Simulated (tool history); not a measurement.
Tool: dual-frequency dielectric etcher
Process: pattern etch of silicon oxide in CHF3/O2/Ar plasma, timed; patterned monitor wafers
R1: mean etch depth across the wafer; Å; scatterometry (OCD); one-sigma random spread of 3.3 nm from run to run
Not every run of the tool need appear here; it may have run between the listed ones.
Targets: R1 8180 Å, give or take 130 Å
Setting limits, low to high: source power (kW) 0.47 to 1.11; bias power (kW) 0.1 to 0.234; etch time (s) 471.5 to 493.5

{"run": 1, "hour": 0.0, "source power (kW)": 0.79, "bias power (kW)": 0.167, "etch time (s)": 471.5, "R1": 9836.3}
{"run": 2, "hour": 1.5, "source power (kW)": 0.79, "bias power (kW)": 0.147, "etch time (s)": 471.5, "R1": 9610.1}
{"run": 3, "hour": 6.3, "source power (kW)": 0.79, "bias power (kW)": 0.147, "etch time (s)": 471.5, "R1": 9632.6}
{"run": 4, "hour": 11.2, "source power (kW)": 0.79, "bias power (kW)": 0.147, "etch time (s)": 493.5, "R1": 10035}
{"run": 5, "hour": 17.1, "source power (kW)": 0.79, "bias power (kW)": 0.167, "etch time (s)": 493.5, "R1": 10192}
{"run": 6, "hour": 20.2, "source power (kW)": 0.73, "bias power (kW)": 0.16, "etch time (s)": 489.5, "R1": 9687.9}
{"run": 7, "hour": 23.2, "source power (kW)": 0.69, "bias power (kW)": 0.159, "etch time (s)": 489.5, "R1": 9434.4}
{"run": 8, "hour": 26.0, "source power (kW)": 0.65, "bias power (kW)": 0.158, "etch time (s)": 489.5, "R1": 9147.2}
{"run": 9, "hour": 26.9, "source power (kW)": 0.49, "bias power (kW)": 0.151, "etch time (s)": 489, "R1": 7699.7}
{"run": 10, "hour": 29.9, "source power (kW)": 0.5, "bias power (kW)": 0.151, "etch time (s)": 489, "R1": 7834.1}
{"run": 11, "hour": 34.0, "source power (kW)": 0.51, "bias power (kW)": 0.151, "etch time (s)": 489, "R1": 7833.7}
{"run": 12, "hour": 34.9, "source power (kW)": 0.52, "bias power (kW)": 0.151, "etch time (s)": 489, "R1": 8007.5}

Which single option among these 5 for the next run brings every result within its allowed miss of target? Just one does.
{"run": "A", "hour": 35.8, "source power (kW)": 0.54, "bias power (kW)": 0.161, "etch time (s)": 471.5, "R1": "?"}
{"run": "B", "hour": 35.8, "source power (kW)": 0.48, "bias power (kW)": 0.171, "etch time (s)": 489, "R1": "?"}
{"run": "C", "hour": 35.8, "source power (kW)": 0.48, "bias power (kW)": 0.166, "etch time (s)": 485, "R1": "?"}
{"run": "D", "hour": 35.8, "source power (kW)": 0.51, "bias power (kW)": 0.124, "etch time (s)": 493.5, "R1": "?"}
{"run": "E", "hour": 35.8, "source power (kW)": 0.52, "bias power (kW)": 0.191, "etch time (s)": 477.5, "R1": "?"}

move=A R1=7907
move=B R1=7732.3
move=C R1=7623.9
move=D R1=7634.7
move=E R1=8106.6
A: further off than the last run
B: further off than the last run
C: further off than the last run
D: further off than the last run
E: every result lands within tolerance
E meets every target.

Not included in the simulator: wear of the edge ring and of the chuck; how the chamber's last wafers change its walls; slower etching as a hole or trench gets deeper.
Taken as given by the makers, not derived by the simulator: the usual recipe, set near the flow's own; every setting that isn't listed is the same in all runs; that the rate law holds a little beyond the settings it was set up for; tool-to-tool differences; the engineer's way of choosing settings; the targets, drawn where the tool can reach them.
